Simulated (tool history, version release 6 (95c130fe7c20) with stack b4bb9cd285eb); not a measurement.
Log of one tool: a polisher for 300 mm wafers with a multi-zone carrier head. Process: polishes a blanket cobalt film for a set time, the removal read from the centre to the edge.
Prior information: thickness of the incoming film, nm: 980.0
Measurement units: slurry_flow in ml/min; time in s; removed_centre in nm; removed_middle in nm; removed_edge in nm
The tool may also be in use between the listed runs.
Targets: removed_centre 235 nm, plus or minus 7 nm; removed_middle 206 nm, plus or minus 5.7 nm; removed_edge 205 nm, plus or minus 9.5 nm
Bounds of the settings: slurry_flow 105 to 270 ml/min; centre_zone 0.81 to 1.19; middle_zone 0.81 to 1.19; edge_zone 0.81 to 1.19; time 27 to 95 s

{"run": 1, "hour": 0.0, "slurry_flow": 175, "centre_zone": 1, "middle_zone": 1, "edge_zone": 1, "time": 61, "removed_centre": 318.49, "removed_middle": 304.11, "removed_edge": 314.28}
{"run": 2, "hour": 4.3, "slurry_flow": 175, "centre_zone": 1, "middle_zone": 0.99, "edge_zone": 0.98, "time": 58, "removed_centre": 301.73, "removed_middle": 288.33, "removed_edge": 286.68}
{"run": 3, "hour": 10.1, "slurry_flow": 175, "centre_zone": 1, "middle_zone": 1.06, "edge_zone": 0.98, "time": 58, "removed_centre": 301.19, "removed_middle": 300.66, "removed_edge": 292.63}
{"run": 4, "hour": 15.8, "slurry_flow": 170, "centre_zone": 1, "middle_zone": 1.03, "edge_zone": 0.97, "time": 56, "removed_centre": 292.08, "removed_middle": 280.53, "removed_edge": 279.55}
{"run": 5, "hour": 24.7, "slurry_flow": 170, "centre_zone": 0.95, "middle_zone": 1.03, "edge_zone": 0.97, "time": 56, "removed_centre": 271.54, "removed_middle": 284.17, "removed_edge": 280.04}
{"run": 6, "hour": 29.2, "slurry_flow": 170, "centre_zone": 0.95, "middle_zone": 1.03, "edge_zone": 0.93, "time": 56, "removed_centre": 271.79, "removed_middle": 280.05, "removed_edge": 277.21}
{"run": 7, "hour": 34.2, "slurry_flow": 170, "centre_zone": 0.96, "middle_zone": 1.02, "edge_zone": 0.92, "time": 54, "removed_centre": 264.48, "removed_middle": 272.04, "removed_edge": 266.39}
{"run": 8, "hour": 42.2, "slurry_flow": 170, "centre_zone": 0.97, "middle_zone": 1.01, "edge_zone": 0.91, "time": 52, "removed_centre": 259.52, "removed_middle": 261.61, "removed_edge": 250.86}
{"run": 9, "hour": 46.2, "slurry_flow": 165, "centre_zone": 0.97, "middle_zone": 0.99, "edge_zone": 0.9, "time": 51, "removed_centre": 256.58, "removed_middle": 249.27, "removed_edge": 250.25}
{"run": 10, "hour": 50.1, "slurry_flow": 170, "centre_zone": 0.98, "middle_zone": 0.98, "edge_zone": 0.89, "time": 50, "removed_centre": 256.07, "removed_middle": 245.65, "removed_edge": 244.7}
{"run": 11, "hour": 58.7, "slurry_flow": 170, "centre_zone": 0.99, "middle_zone": 0.98, "edge_zone": 0.88, "time": 49, "removed_centre": 250.76, "removed_middle": 240.95, "removed_edge": 234.18}

Exactly one of the 4 candidate moves below puts every result within its allowed miss. Which one?
{"run": "A", "hour": 67.3, "slurry_flow": 205, "centre_zone": 0.96, "middle_zone": 0.93, "edge_zone": 0.9, "time": 42, "removed_centre": "?", "removed_middle": "?", "removed_edge": "?"}
{"run": "B", "hour": 67.3, "slurry_flow": 220, "centre_zone": 1.03, "middle_zone": 0.9, "edge_zone": 0.83, "time": 42, "removed_centre": "?", "removed_middle": "?", "removed_edge": "?"}
{"run": "C", "hour": 67.3, "slurry_flow": 175, "centre_zone": 1.15, "middle_zone": 0.87, "edge_zone": 0.88, "time": 43, "removed_centre": "?", "removed_middle": "?", "removed_edge": "?"}
{"run": "D", "hour": 67.3, "slurry_flow": 135, "centre_zone": 1.18, "middle_zone": 0.83, "edge_zone": 0.91, "time": 48, "removed_centre": "?", "removed_middle": "?", "removed_edge": "?"}

move=A removed_centre=217.57 removed_middle=206.79 removed_edge=206.52
move=B removed_centre=236.15 removed_middle=204.92 removed_edge=202.42
move=C removed_centre=259.6 removed_middle=198.47 removed_edge=205.98
move=D removed_centre=280.17 removed_middle=204.66 removed_edge=224.05
A: gets the furthest-off result to its target, but another result is out of tolerance
B: every result within its allowed miss
C: carries the result that was furthest off beyond its target, to the other side
D: gets the furthest-off result to its target, but another result is out of tolerance
Answer: B
